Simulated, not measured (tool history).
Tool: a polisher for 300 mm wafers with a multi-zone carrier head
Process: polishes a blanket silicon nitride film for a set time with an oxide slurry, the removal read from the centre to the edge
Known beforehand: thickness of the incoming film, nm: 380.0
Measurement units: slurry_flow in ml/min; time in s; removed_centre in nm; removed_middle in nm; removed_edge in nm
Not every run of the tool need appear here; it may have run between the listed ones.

{"run": 1, "hour": 0.0, "slurry_flow": 250, "centre_zone": 1.0, "middle_zone": 1.0, "edge_zone": 1.0, "slurry_solids": 1.0, "time": 35, "removed_centre": 27.941, "removed_middle": 28.284, "removed_edge": 29.59}
{"run": 2, "hour": 8.9, "slurry_flow": 250, "centre_zone": 1.0, "middle_zone": 1.0, "edge_zone": 0.99, "slurry_solids": 0.95, "time": 35, "removed_centre": 26.642, "removed_middle": 26.779, "removed_edge": 27.882}
{"run": 3, "hour": 16.0, "slurry_flow": 250, "centre_zone": 1.0, "middle_zone": 0.94, "edge_zone": 0.99, "slurry_solids": 0.95, "time": 35, "removed_centre": 26.84, "removed_middle": 26.068, "removed_edge": 27.44}
{"run": 4, "hour": 24.1, "slurry_flow": 250, "centre_zone": 0.99, "middle_zone": 0.93, "edge_zone": 0.98, "slurry_solids": 0.95, "time": 35, "removed_centre": 26.126, "removed_middle": 25.919, "removed_edge": 28.249}
{"run": 5, "hour": 27.8, "slurry_flow": 250, "centre_zone": 0.95, "middle_zone": 0.93, "edge_zone": 0.98, "slurry_solids": 0.95, "time": 35, "removed_centre": 25.73, "removed_middle": 26.244, "removed_edge": 27.535}
{"run": 6, "hour": 35.1, "slurry_flow": 250, "centre_zone": 0.95, "middle_zone": 0.93, "edge_zone": 1.02, "slurry_solids": 0.95, "time": 35, "removed_centre": 25.002, "removed_middle": 25.101, "removed_edge": 28.437}
{"run": 7, "hour": 35.8, "slurry_flow": 250, "centre_zone": 0.95, "middle_zone": 0.92, "edge_zone": 1.01, "slurry_solids": 0.9, "time": 35, "removed_centre": 23.919, "removed_middle": 24.176, "removed_edge": 27.374}
{"run": 8, "hour": 39.2, "slurry_flow": 250, "centre_zone": 0.95, "middle_zone": 0.91, "edge_zone": 1.0, "slurry_solids": 0.9, "time": 35, "removed_centre": 24.012, "removed_middle": 24.122, "removed_edge": 26.112}
{"run": 9, "hour": 46.1, "slurry_flow": 250, "centre_zone": 0.95, "middle_zone": 0.9, "edge_zone": 0.99, "slurry_solids": 0.9, "time": 35, "removed_centre": 24.149, "removed_middle": 23.76, "removed_edge": 27.026}
{"run": 10, "hour": 51.4, "slurry_flow": 250, "centre_zone": 0.95, "middle_zone": 0.9, "edge_zone": 0.97, "slurry_solids": 0.9, "time": 35, "removed_centre": 23.824, "removed_middle": 23.971, "removed_edge": 26.531}
{"run": 11, "hour": 53.8, "slurry_flow": 250, "centre_zone": 0.96, "middle_zone": 0.9, "edge_zone": 0.96, "slurry_solids": 0.9, "time": 35, "removed_centre": 24.504, "removed_middle": 24.284, "removed_edge": 26.217}
{"run": 12, "hour": 61.3, "slurry_flow": 250, "centre_zone": 0.96, "middle_zone": 0.89, "edge_zone": 0.95, "slurry_solids": 0.9, "time": 35, "removed_centre": 25.08, "removed_middle": 23.5, "removed_edge": 26.429}
{"run": 13, "hour": 65.5, "slurry_flow": 250, "centre_zone": 0.96, "middle_zone": 0.9, "edge_zone": 0.94, "slurry_solids": 0.9, "time": 35, "removed_centre": 24.852, "removed_middle": 24.302, "removed_edge": 25.772}
{"run": 14, "hour": 69.1, "slurry_flow": 250, "centre_zone": 0.96, "middle_zone": 0.89, "edge_zone": 0.93, "slurry_solids": 0.9, "time": 35, "removed_centre": 24.455, "removed_middle": 23.663, "removed_edge": 25.625}
{"run": 15, "hour": 77.0, "slurry_flow": 250, "centre_zone": 0.96, "middle_zone": 0.89, "edge_zone": 0.92, "slurry_solids": 0.9, "time": 35, "removed_centre": 24.639, "removed_middle": 23.485, "removed_edge": 26.457}
{"run": 16, "hour": 81.1, "slurry_flow": 250, "centre_zone": 0.97, "middle_zone": 0.9, "edge_zone": 0.92, "slurry_solids": 0.85, "time": 35, "removed_centre": 23.633, "removed_middle": 22.401, "removed_edge": 25.306}
{"run": 17, "hour": 83.5, "slurry_flow": 255, "centre_zone": 0.97, "middle_zone": 0.91, "edge_zone": 0.91, "slurry_solids": 0.85, "time": 35, "removed_centre": 24.22, "removed_middle": 23.142, "removed_edge": 24.271}
{"run": 18, "hour": 85.7, "slurry_flow": 255, "centre_zone": 0.95, "middle_zone": 0.9, "edge_zone": 0.89, "slurry_solids": 0.85, "time": 35, "removed_centre": 23.434, "removed_middle": 23.059, "removed_edge": 24.589}

Run 19 has not been measured yet. What should we expect?
{"run": 19, "hour": 93.4, "slurry_flow": 255, "centre_zone": 0.95, "middle_zone": 0.9, "edge_zone": 0.88, "slurry_solids": 0.85, "time": 35, "removed_centre": "?", "removed_middle": "?", "removed_edge": "?"}

Run 19 produced removed_centre 23.700 nm, removed_middle 23.247 nm, removed_edge 24.418 nm.
